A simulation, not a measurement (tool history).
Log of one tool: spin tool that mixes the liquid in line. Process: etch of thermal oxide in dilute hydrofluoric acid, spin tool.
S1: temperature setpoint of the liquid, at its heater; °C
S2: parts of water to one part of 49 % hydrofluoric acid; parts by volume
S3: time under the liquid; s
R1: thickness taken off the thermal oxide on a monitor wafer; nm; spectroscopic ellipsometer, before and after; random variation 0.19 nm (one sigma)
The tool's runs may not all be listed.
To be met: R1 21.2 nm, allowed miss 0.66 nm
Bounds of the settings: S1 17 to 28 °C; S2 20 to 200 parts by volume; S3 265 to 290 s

run    day    S1   S2   S3      R1
  1      0    20  110  265  10.665
  2  0.158    20  140  265  8.1275
  3  0.533  21.5  125  265   9.987
  4  0.654  21.5  125  265  10.041
  5      1  21.5  125  290  10.747
  6  1.338    19  125  290  9.6828
  7  1.654    21  115  290  11.465
  8  1.896  22.5  105  290  13.719
  9  2.004  23.5  100  290  15.063
 10  2.083  24.5   95  290   16.67
 11  2.404    25   95  290  17.027
 12  2.675  25.5   95  290  17.369
 13   3.05    26   95  290  17.882
 14  3.367  26.5   95  290  17.526
 15  3.488    27   90  290  19.382

4 next moves are on the table. One of them brings every result within its allowed miss. Which?
  A  3.608  26.5  70  270   ?
  B  3.608    26  70  270   ?
  C  3.608  27.5  90  285   ?
  D  3.608  26.5  80  285   ?

move      R1
   A  23.548
   B  23.084
   C  19.565
   D  21.456
A: takes the result that was furthest off past its target
B: takes the result that was furthest off past its target
C: nearer than the last run, and not there yet
D: meets every target
The right move is D.

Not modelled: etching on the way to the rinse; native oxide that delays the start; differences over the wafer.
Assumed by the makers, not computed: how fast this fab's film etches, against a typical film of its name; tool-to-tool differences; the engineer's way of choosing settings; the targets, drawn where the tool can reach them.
